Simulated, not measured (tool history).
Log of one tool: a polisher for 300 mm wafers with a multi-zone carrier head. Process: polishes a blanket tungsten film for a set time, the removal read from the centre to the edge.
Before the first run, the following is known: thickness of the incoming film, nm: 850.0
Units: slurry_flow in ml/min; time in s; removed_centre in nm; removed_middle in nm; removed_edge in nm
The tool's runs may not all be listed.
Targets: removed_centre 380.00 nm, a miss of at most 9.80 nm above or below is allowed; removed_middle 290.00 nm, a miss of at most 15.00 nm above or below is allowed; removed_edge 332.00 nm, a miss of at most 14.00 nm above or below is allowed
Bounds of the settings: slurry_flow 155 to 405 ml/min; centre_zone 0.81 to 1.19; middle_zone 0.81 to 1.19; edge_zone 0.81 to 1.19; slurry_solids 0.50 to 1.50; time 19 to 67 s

{"run": 1, "day": 0.0, "slurry_flow": 260, "centre_zone": 1.0, "middle_zone": 1.0, "edge_zone": 1.0, "slurry_solids": 1.0, "time": 43, "removed_centre": 291.11, "removed_middle": 318.57, "removed_edge": 327.26}
{"run": 2, "day": 0.104, "slurry_flow": 260, "centre_zone": 1.0, "middle_zone": 0.95, "edge_zone": 1.0, "slurry_solids": 1.0, "time": 43, "removed_centre": 289.71, "removed_middle": 310.56, "removed_edge": 330.2}
{"run": 3, "day": 0.358, "slurry_flow": 260, "centre_zone": 1.0, "middle_zone": 0.95, "edge_zone": 1.0, "slurry_solids": 1.0, "time": 39, "removed_centre": 263.54, "removed_middle": 278.33, "removed_edge": 292.44}
{"run": 4, "day": 0.608, "slurry_flow": 260, "centre_zone": 1.0, "middle_zone": 0.89, "edge_zone": 1.0, "slurry_solids": 1.0, "time": 39, "removed_centre": 263.32, "removed_middle": 259.96, "removed_edge": 296.98}
{"run": 5, "day": 0.938, "slurry_flow": 260, "centre_zone": 1.05, "middle_zone": 0.89, "edge_zone": 1.0, "slurry_solids": 1.0, "time": 39, "removed_centre": 271.64, "removed_middle": 263.88, "removed_edge": 296.78}
{"run": 6, "day": 1.208, "slurry_flow": 260, "centre_zone": 1.05, "middle_zone": 0.92, "edge_zone": 1.0, "slurry_solids": 1.0, "time": 39, "removed_centre": 273.17, "removed_middle": 276.79, "removed_edge": 294.56}
{"run": 7, "day": 1.462, "slurry_flow": 295, "centre_zone": 1.08, "middle_zone": 0.89, "edge_zone": 0.97, "slurry_solids": 1.1, "time": 39, "removed_centre": 288.56, "removed_middle": 272.84, "removed_edge": 308.47}
{"run": 8, "day": 1.542, "slurry_flow": 270, "centre_zone": 1.11, "middle_zone": 0.87, "edge_zone": 0.93, "slurry_solids": 1.1, "time": 41, "removed_centre": 309.07, "removed_middle": 275.12, "removed_edge": 317.18}
{"run": 9, "day": 1.775, "slurry_flow": 240, "centre_zone": 1.13, "middle_zone": 0.87, "edge_zone": 0.9, "slurry_solids": 1.1, "time": 42, "removed_centre": 318.09, "removed_middle": 279.78, "removed_edge": 311.4}
{"run": 10, "day": 1.821, "slurry_flow": 240, "centre_zone": 1.13, "middle_zone": 0.87, "edge_zone": 0.9, "slurry_solids": 1.1, "time": 42, "removed_centre": 320.53, "removed_middle": 275.79, "removed_edge": 313.78}
{"day": 2.062, "done": "centre zone pressure recalibrated"}
{"run": 11, "day": 2.062, "slurry_flow": 220, "centre_zone": 1.14, "middle_zone": 0.87, "edge_zone": 0.88, "slurry_solids": 1.15, "time": 43, "removed_centre": 362.54, "removed_middle": 284.18, "removed_edge": 317.57}
{"run": 12, "day": 2.375, "slurry_flow": 220, "centre_zone": 1.15, "middle_zone": 0.87, "edge_zone": 0.89, "slurry_solids": 1.15, "time": 43, "removed_centre": 360.7, "removed_middle": 290.75, "removed_edge": 315.67}
{"run": 13, "day": 2.721, "slurry_flow": 225, "centre_zone": 1.16, "middle_zone": 0.86, "edge_zone": 0.9, "slurry_solids": 1.15, "time": 43, "removed_centre": 367.65, "removed_middle": 285.66, "removed_edge": 315.25}
{"run": 14, "day": 2.908, "slurry_flow": 235, "centre_zone": 1.16, "middle_zone": 0.85, "edge_zone": 0.9, "slurry_solids": 1.15, "time": 43, "removed_centre": 365.87, "removed_middle": 286.16, "removed_edge": 315.19}

5 next moves are on the table. One of them brings every result within its allowed miss. Which?
{"run": "A", "day": 3.096, "slurry_flow": 225, "centre_zone": 1.19, "middle_zone": 0.98, "edge_zone": 0.92, "slurry_solids": 1.15, "time": 39, "removed_centre": "?", "removed_middle": "?", "removed_edge": "?"}
{"run": "B", "day": 3.096, "slurry_flow": 250, "centre_zone": 1.16, "middle_zone": 0.89, "edge_zone": 0.89, "slurry_solids": 1.1, "time": 41, "removed_centre": "?", "removed_middle": "?", "removed_edge": "?"}
{"run": "C", "day": 3.096, "slurry_flow": 180, "centre_zone": 1.19, "middle_zone": 0.81, "edge_zone": 0.87, "slurry_solids": 1.2, "time": 43, "removed_centre": "?", "removed_middle": "?", "removed_edge": "?"}
{"run": "D", "day": 3.096, "slurry_flow": 245, "centre_zone": 1.19, "middle_zone": 0.93, "edge_zone": 0.97, "slurry_solids": 0.95, "time": 42, "removed_centre": "?", "removed_middle": "?", "removed_edge": "?"}
{"run": "E", "day": 3.096, "slurry_flow": 260, "centre_zone": 1.14, "middle_zone": 0.82, "edge_zone": 0.84, "slurry_solids": 1.25, "time": 44, "removed_centre": "?", "removed_middle": "?", "removed_edge": "?"}

move=A removed_centre=341.51 removed_middle=283.98 removed_edge=290.88
move=B removed_centre=352.49 removed_middle=276.77 removed_edge=302.83
move=C removed_centre=365.01 removed_middle=260.63 removed_edge=309.80
move=D removed_centre=358.21 removed_middle=284.80 removed_edge=310.25
move=E removed_centre=383.95 removed_middle=286.47 removed_edge=328.37
A: further off than the last run
B: further off than the last run
C: further off than the last run
D: further off than the last run
E: in spec on every target
E is the move that brings every result within its allowed miss.
